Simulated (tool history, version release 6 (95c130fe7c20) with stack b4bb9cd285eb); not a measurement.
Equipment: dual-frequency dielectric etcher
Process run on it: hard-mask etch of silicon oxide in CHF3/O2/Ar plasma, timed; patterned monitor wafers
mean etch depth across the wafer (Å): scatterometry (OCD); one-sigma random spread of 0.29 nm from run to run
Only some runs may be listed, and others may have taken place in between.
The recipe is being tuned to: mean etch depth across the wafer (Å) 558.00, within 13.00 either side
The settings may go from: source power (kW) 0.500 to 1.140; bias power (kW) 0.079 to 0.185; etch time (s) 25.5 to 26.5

| run | hour | source power (kW) | bias power (kW) | etch time (s) | mean etch depth across the wafer (Å) |
|---|---|---|---|---|---|
| 1 | 0.0 | 0.820 | 0.132 | 25.5 | 479.34 |
| 2 | 2.1 | 0.820 | 0.150 | 25.5 | 498.45 |
| 3 | 7.0 | 0.860 | 0.152 | 25.5 | 511.54 |
| 4 | 11.5 | 0.890 | 0.153 | 25.5 | 514.91 |
|  | 16.2 | bias power generator calibrated |
| 5 | 16.2 | 0.920 | 0.155 | 25.5 | 535.54 |
| 6 | 23.1 | 0.930 | 0.155 | 25.5 | 531.99 |
| 7 | 26.6 | 0.940 | 0.156 | 25.5 | 541.01 |
| 8 | 27.1 | 0.950 | 0.156 | 25.5 | 536.85 |

Pick the move, out of 5, that brings all results within their allowed miss; only one does.
| A | 27.6 | 0.850 | 0.142 | 26.0 | ? |
| B | 27.6 | 0.880 | 0.130 | 26.5 | ? |
| C | 27.6 | 0.960 | 0.137 | 25.5 | ? |
| D | 27.6 | 1.030 | 0.136 | 26.5 | ? |
| E | 27.6 | 0.790 | 0.144 | 26.5 | ? |

| move | mean etch depth across the wafer (Å) |
|---|---|
| A | 515.09 |
| B | 517.18 |
| C | 523.81 |
| D | 558.37 |
| E | 512.51 |
A: moves away from the targets compared with the last run
B: moves away from the targets compared with the last run
C: moves away from the targets compared with the last run
D: all results in spec
E: moves away from the targets compared with the last run
D is the move that brings every result within its allowed miss.
